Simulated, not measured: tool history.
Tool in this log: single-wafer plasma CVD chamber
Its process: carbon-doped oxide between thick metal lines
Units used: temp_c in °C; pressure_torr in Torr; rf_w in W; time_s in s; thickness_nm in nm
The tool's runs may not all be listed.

run  hour  temp_c  pressure_torr  rf_w  time_s  thickness_nm
  1   0.0     360           3.84   540    63.6        304.91
  2   1.6     361           3.74   525    63.5        300.57
  3   2.6     361           3.72   510    63.3        296.14
  4   4.6     361           3.70   495    63.0        286.65
  5   5.2     361           3.70   495    63.6        292.11
  6  12.3     361           3.67   480    63.4        286.94
  7  12.9     361           3.63   470    63.3        282.60
  8  16.7     361           3.59   465    63.2        280.33

Run 9 has not been measured yet. What should we expect?
  9  18.4     361           3.55   460    63.1             ?

thickness_nm: 281.76 nm

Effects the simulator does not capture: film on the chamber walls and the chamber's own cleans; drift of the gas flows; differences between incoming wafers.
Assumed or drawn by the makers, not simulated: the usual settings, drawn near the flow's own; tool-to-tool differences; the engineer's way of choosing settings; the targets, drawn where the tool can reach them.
